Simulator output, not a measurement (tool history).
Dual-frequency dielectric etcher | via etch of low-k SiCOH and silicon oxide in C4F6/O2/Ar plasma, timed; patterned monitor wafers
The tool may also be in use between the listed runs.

run	hour	source power (kW)	bias power (kW)	etch time (s)	mean etch depth across the wafer (nm)
1	0.0	0.440	0.216	73	217.60
2	1.2	0.430	0.215	73	214.24
3	10.1	0.420	0.214	73	212.53
4	15.1	0.420	0.182	73	204.05
5	18.5	0.420	0.209	73	211.28
6	26.6	0.410	0.208	73	209.04

Run 7 comes next. What will it give?
7	30.1	0.400	0.207	73	?

mean etch depth across the wafer (nm): 207.07
